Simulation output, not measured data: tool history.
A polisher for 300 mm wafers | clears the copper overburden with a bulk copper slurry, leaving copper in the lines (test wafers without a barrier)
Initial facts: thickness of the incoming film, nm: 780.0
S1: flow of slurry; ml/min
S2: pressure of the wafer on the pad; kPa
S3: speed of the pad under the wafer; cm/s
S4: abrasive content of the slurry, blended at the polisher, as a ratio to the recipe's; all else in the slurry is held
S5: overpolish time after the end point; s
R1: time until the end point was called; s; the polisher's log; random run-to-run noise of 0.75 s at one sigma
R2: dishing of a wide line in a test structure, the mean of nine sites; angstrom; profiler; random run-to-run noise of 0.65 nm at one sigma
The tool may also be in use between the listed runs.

run 1 hour=0 | S1=190 S2=22.1 S3=94 S4=1 S5=17 | R1=104.39 R2=418.67
run 2 hour=1 | S1=190 S2=17.2 S3=94 S4=1 S5=17 | R1=124.24 R2=385.18
run 3 hour=6.4 | S1=230 S2=17.2 S3=94 S4=1 S5=17 | R1=121.84 R2=380.97
run 4 hour=14.8 | S1=230 S2=17.2 S3=94 S4=0.9 S5=17 | R1=124.6 R2=389.97
run 5 hour=16.2 | S1=230 S2=19.3 S3=94 S4=0.9 S5=16 | R1=115.12 R2=386.67
run 6 hour=17.6 | S1=230 S2=19.3 S3=72 S4=0.9 S5=16 | R1=145.95 R2=368.24
run 7 hour=25.9 | S1=230 S2=19.3 S3=72 S4=0.9 S5=16 | R1=148.31 R2=357.83
run 8 hour=31.3 | S1=230 S2=22.1 S3=74 S4=0.9 S5=15 | R1=127.3 R2=364.21
run 9 hour=36.9 | S1=230 S2=24.1 S3=74 S4=0.9 S5=15 | R1=120.44 R2=384
run 10 hour=42.5 | S1=230 S2=25.5 S3=76 S4=0.9 S5=14 | R1=111.45 R2=379.72
run 11 hour=44.5 | S1=230 S2=26.9 S3=78 S4=0.9 S5=14 | R1=103.98 R2=396.74
run 12 hour=50.8 | S1=230 S2=28.3 S3=80 S4=0.9 S5=13 | R1=98.274 R2=400.86

Run 13 has not been measured yet. What should we expect?
run 13 hour=56.6 | S1=230 S2=29 S3=82 S4=0.9 S5=13 | R1=? R2=?

Run 13 yielded R1 92.037 s, R2 401.76 angstrom.
